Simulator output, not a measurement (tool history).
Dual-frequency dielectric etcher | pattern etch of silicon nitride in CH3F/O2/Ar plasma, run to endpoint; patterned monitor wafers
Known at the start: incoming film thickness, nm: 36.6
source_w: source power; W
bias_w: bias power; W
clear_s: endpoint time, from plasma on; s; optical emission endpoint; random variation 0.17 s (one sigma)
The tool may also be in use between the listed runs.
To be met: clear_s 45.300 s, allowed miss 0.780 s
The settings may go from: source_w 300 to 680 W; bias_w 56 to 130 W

| run | hour | source_w | bias_w | clear_s |
|---|---|---|---|---|
| 1 | 0.0 | 490 | 93 | 48.648 |
| 2 | 6.9 | 490 | 100 | 47.428 |
| 3 | 11.9 | 500 | 100 | 47.246 |
| 4 | 14.4 | 510 | 100 | 46.279 |
| 5 | 23.4 | 510 | 93 | 47.837 |
| 6 | 30.1 | 480 | 93 | 49.104 |
| 7 | 30.7 | 490 | 93 | 48.956 |
| 8 | 31.5 | 500 | 93 | 48.068 |
| 9 | 37.6 | 510 | 93 | 48.083 |

5 next moves are on the table. One of them brings every result within its allowed miss. Which?
| A | 43.7 | 500 | 85 | ? |
| B | 43.7 | 460 | 81 | ? |
| C | 43.7 | 540 | 101 | ? |
| D | 43.7 | 450 | 86 | ? |
| E | 43.7 | 470 | 86 | ? |

| move | clear_s |
|---|---|
| A | 50.283 |
| B | 52.577 |
| C | 45.842 |
| D | 51.683 |
| E | 51.007 |
A: further off than the last run
B: further off than the last run
C: meets every target
D: further off than the last run
E: further off than the last run
The right move is C.
